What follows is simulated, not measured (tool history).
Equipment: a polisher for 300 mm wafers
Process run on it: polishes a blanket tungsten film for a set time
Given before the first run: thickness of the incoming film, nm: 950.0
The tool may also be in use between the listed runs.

run	hour	flow of slurry (ml/min)	pressure of the wafer on the pad (kPa)	speed of the pad under the wafer (cm/s)	abrasive content of the slurry	polishing time (s)	film removed (angstrom)
1	0.0	310	24.1	86	1.0	16	695.79
2	8.0	310	24.8	86	1.0	16	721.94
3	9.3	310	25.5	86	1.0	16	750.47
4	13.3	345	25.5	86	1.0	16	752.58
5	17.8	345	25.5	86	1.2	16	789.42
6	23.0	345	26.2	86	1.2	16	818.24
7	26.7	345	26.9	86	1.2	16	824.96
8	27.4	345	27.6	86	1.2	16	852.44
9	35.3	345	28.3	86	1.2	16	856.30

The next listed run, before its measurement:
10	43.1	345	29.0	86	1.2	16	?

{"run 10": {"film removed (angstrom)": 888.92}}
